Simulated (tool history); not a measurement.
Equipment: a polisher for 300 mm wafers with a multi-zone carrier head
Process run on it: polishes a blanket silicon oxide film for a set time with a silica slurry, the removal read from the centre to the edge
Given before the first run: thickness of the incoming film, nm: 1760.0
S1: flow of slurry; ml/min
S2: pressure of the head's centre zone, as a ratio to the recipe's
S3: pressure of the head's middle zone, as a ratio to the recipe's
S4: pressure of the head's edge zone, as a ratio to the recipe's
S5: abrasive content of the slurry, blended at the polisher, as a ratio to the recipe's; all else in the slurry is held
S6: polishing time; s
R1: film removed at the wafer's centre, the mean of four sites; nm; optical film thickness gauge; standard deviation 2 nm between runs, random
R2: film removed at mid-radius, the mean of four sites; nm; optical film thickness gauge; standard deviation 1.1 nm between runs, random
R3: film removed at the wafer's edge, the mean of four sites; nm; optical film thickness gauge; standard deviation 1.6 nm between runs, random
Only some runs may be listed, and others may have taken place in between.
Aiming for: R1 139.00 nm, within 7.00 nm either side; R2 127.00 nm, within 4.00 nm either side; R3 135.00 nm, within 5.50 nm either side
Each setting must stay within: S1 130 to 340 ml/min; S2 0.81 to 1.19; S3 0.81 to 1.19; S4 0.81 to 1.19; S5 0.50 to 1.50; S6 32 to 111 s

run	hour	S1	S2	S3	S4	S5	S6	R1	R2	R3
1	0.0	220	1.00	1.00	1.00	1.00	71	177.80	174.51	177.58
2	2.0	220	1.00	1.00	1.00	0.85	71	164.24	160.65	164.18
3	2.6	220	0.93	1.00	1.00	0.85	71	147.44	159.04	161.30
4	6.2	220	0.96	1.00	1.00	0.85	71	157.69	157.15	162.33
5	11.1	220	0.95	0.98	0.97	0.80	71	144.57	149.54	154.99
6	15.7	220	0.95	0.91	0.97	0.80	71	146.22	140.66	153.70
7	17.5	220	0.96	0.90	0.94	0.80	71	150.85	138.57	150.83
8	23.7	215	0.95	0.89	0.92	0.80	71	141.73	138.22	151.22

Which of these 4 next moves meets every target?
A	29.9	250	0.97	0.88	0.85	0.85	62	?	?	?
B	29.9	205	0.87	0.94	0.89	0.65	90	?	?	?
C	29.9	185	0.81	0.84	0.91	0.85	79	?	?	?
D	29.9	260	1.10	0.92	0.91	0.60	73	?	?	?

move	R1	R2	R3
A	138.21	126.57	136.18
B	145.03	157.01	164.11
C	140.48	149.32	173.90
D	144.20	120.53	128.81
A: hits every target within its allowed miss
B: the biggest miss grows against the last run
C: the biggest miss grows against the last run
D: carries the result that was furthest off beyond its target, to the other side
The move that meets every target is A.
